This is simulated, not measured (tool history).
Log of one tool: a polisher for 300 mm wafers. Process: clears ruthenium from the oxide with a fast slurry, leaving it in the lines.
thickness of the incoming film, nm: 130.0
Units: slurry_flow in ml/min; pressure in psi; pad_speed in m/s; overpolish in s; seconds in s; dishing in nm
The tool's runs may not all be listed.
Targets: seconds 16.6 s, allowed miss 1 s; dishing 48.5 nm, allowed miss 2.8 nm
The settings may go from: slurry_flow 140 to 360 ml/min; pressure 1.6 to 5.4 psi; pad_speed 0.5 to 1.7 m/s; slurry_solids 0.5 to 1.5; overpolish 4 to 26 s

{"run": 1, "day": 0.0, "slurry_flow": 230, "pressure": 3.5, "pad_speed": 1.1, "slurry_solids": 1, "overpolish": 13, "seconds": 26.699, "dishing": 45.403}
{"run": 2, "day": 0.25, "slurry_flow": 230, "pressure": 3.1, "pad_speed": 1.1, "slurry_solids": 1, "overpolish": 13, "seconds": 28.581, "dishing": 41.743}
{"run": 3, "day": 0.388, "slurry_flow": 285, "pressure": 3.1, "pad_speed": 1.1, "slurry_solids": 1, "overpolish": 13, "seconds": 28.646, "dishing": 42.381}
{"run": 4, "day": 0.712, "slurry_flow": 285, "pressure": 3.1, "pad_speed": 1.1, "slurry_solids": 1, "overpolish": 10, "seconds": 28.686, "dishing": 32.982}
{"run": 5, "day": 1.058, "slurry_flow": 285, "pressure": 3.4, "pad_speed": 1.1, "slurry_solids": 1, "overpolish": 10, "seconds": 26.052, "dishing": 35.01}
{"run": 6, "day": 1.308, "slurry_flow": 285, "pressure": 3.4, "pad_speed": 1.1, "slurry_solids": 1, "overpolish": 6, "seconds": 26.022, "dishing": 22.021}
{"run": 7, "day": 1.5, "slurry_flow": 285, "pressure": 3.6, "pad_speed": 1.12, "slurry_solids": 1, "overpolish": 7, "seconds": 23.05, "dishing": 27.416}
{"run": 8, "day": 1.612, "slurry_flow": 285, "pressure": 3.6, "pad_speed": 1.12, "slurry_solids": 1, "overpolish": 7, "seconds": 24.096, "dishing": 27.505}
{"run": 9, "day": 1.788, "slurry_flow": 285, "pressure": 3.8, "pad_speed": 1.12, "slurry_solids": 1, "overpolish": 7, "seconds": 23.542, "dishing": 29.795}
{"run": 10, "day": 1.962, "slurry_flow": 285, "pressure": 4, "pad_speed": 1.12, "slurry_solids": 1, "overpolish": 7, "seconds": 22.043, "dishing": 30.47}
{"run": 11, "day": 2.333, "slurry_flow": 285, "pressure": 4, "pad_speed": 1.12, "slurry_solids": 1, "overpolish": 7, "seconds": 21.692, "dishing": 31.532}
{"run": 12, "day": 2.671, "slurry_flow": 285, "pressure": 4.2, "pad_speed": 1.12, "slurry_solids": 1, "overpolish": 7, "seconds": 20.477, "dishing": 31.513}
{"run": 13, "day": 2.979, "slurry_flow": 285, "pressure": 4.3, "pad_speed": 1.12, "slurry_solids": 1, "overpolish": 7, "seconds": 20.292, "dishing": 32.287}
{"run": 14, "day": 3.138, "slurry_flow": 285, "pressure": 4.3, "pad_speed": 1.12, "slurry_solids": 1, "overpolish": 7, "seconds": 20.047, "dishing": 32.86}
{"run": 15, "day": 3.158, "slurry_flow": 285, "pressure": 4.4, "pad_speed": 1.12, "slurry_solids": 1, "overpolish": 7, "seconds": 20.026, "dishing": 33.147}
{"run": 16, "day": 3.367, "slurry_flow": 285, "pressure": 4.5, "pad_speed": 1.12, "slurry_solids": 1, "overpolish": 7, "seconds": 18.555, "dishing": 35.088}
{"run": 17, "day": 3.462, "slurry_flow": 285, "pressure": 4.5, "pad_speed": 1.12, "slurry_solids": 1, "overpolish": 7, "seconds": 19.237, "dishing": 33.8}
{"run": 18, "day": 3.688, "slurry_flow": 285, "pressure": 5.1, "pad_speed": 1.14, "slurry_solids": 1, "overpolish": 11, "seconds": 17.229, "dishing": 57.056}
{"run": 19, "day": 3.812, "slurry_flow": 285, "pressure": 5.1, "pad_speed": 1.14, "slurry_solids": 1, "overpolish": 10, "seconds": 17.296, "dishing": 51.54}
{"run": 20, "day": 3.921, "slurry_flow": 285, "pressure": 5.1, "pad_speed": 1.14, "slurry_solids": 1, "overpolish": 10, "seconds": 16.596, "dishing": 50.733}

4 next moves are on the table. One of them brings every result within its allowed miss. Which?
{"run": "A", "day": 4.029, "slurry_flow": 270, "pressure": 5.4, "pad_speed": 1.12, "slurry_solids": 0.9, "overpolish": 11, "seconds": "?", "dishing": "?"}
{"run": "B", "day": 4.029, "slurry_flow": 360, "pressure": 4.9, "pad_speed": 1.1, "slurry_solids": 1.15, "overpolish": 9, "seconds": "?", "dishing": "?"}
{"run": "C", "day": 4.029, "slurry_flow": 295, "pressure": 5.4, "pad_speed": 1.02, "slurry_solids": 1.1, "overpolish": 12, "seconds": "?", "dishing": "?"}
{"run": "D", "day": 4.029, "slurry_flow": 280, "pressure": 5.2, "pad_speed": 1.24, "slurry_solids": 0.9, "overpolish": 11, "seconds": "?", "dishing": "?"}

move=A seconds=16.864 dishing=55.093
move=B seconds=16.349 dishing=47.707
move=C seconds=16.596 dishing=59.995
move=D seconds=15.792 dishing=58.181
A: further off than the last run
B: meets every target
C: further off than the last run
D: further off than the last run
Answer: B
